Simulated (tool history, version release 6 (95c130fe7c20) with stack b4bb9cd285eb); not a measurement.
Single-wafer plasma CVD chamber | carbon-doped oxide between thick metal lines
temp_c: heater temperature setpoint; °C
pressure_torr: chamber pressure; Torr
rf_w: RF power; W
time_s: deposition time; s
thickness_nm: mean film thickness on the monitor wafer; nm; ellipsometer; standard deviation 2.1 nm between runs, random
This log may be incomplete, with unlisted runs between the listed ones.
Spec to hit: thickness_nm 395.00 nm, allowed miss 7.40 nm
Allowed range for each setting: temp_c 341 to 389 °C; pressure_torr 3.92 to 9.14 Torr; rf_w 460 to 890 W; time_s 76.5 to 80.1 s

run  hour  temp_c  pressure_torr  rf_w  time_s  thickness_nm
  1   0.0     365           6.53   675    80.1        478.41
  2   8.5     366           6.35   640    79.8        462.66
  3  10.8     366           6.84   640    79.8        463.18
  4  14.3     366           5.74   640    79.8        457.62
     21.2  -- thermocouple changed; heater temperature recalibrated
  5  21.2     357           5.74   640    79.8        471.72
  6  27.3     360           5.59   615    79.6        450.86
  7  33.9     362           5.38   600    79.5        446.31
  8  34.6     362           5.38   600    79.5        448.36
  9  35.2     364           5.32   575    79.3        434.73
 10  37.5     366           5.23   555    79.2        422.08
 11  40.6     368           5.15   545    79.2        417.09
 12  42.4     372           4.52   490    78.9        381.18

Consider the 5 candidate settings below. Which is the only one whose results all fall within their allowed miss of target?
  A  44.2     376           5.32   475    76.5             ?
  B  44.2     374           3.93   490    77.7             ?
  C  44.2     363           4.01   490    80.1             ?
  D  44.2     374           3.96   470    79.4             ?
  E  44.2     369           4.08   460    76.5             ?

move  thickness_nm
   A        367.64
   B        368.79
   C        391.10
   D        369.15
   E        357.00
A: lands further from the targets than the last run did
B: lands further from the targets than the last run did
C: meets every target
D: lands further from the targets than the last run did
E: lands further from the targets than the last run did
Correct choice: C, which meets every target
